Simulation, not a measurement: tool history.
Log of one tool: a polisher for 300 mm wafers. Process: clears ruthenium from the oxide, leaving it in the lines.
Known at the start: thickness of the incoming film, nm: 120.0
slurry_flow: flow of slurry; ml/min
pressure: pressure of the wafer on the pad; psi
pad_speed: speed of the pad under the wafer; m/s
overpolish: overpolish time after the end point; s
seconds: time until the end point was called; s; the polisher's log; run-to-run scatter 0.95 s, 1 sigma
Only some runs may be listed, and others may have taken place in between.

run 1 hour=0 | slurry_flow=300 pressure=2.7 pad_speed=0.86 overpolish=11 | seconds=94.649
run 2 hour=1.2 | slurry_flow=300 pressure=2.8 pad_speed=0.86 overpolish=11 | seconds=91.581
run 3 hour=10.1 | slurry_flow=300 pressure=2.8 pad_speed=0.86 overpolish=9 | seconds=90.213
run 4 hour=13.7 | slurry_flow=300 pressure=2.9 pad_speed=0.86 overpolish=9 | seconds=88.121
run 5 hour=17.3 | slurry_flow=300 pressure=3 pad_speed=0.86 overpolish=9 | seconds=84.885
run 6 hour=21.7 | slurry_flow=300 pressure=3.5 pad_speed=0.86 overpolish=9 | seconds=73.636
run 7 hour=26.8 | slurry_flow=300 pressure=3.5 pad_speed=0.86 overpolish=9 | seconds=75.258

The next listed run, before its measurement:
run 8 hour=33.3 | slurry_flow=300 pressure=3.4 pad_speed=0.86 overpolish=9 | seconds=?

seconds: 77.212 s
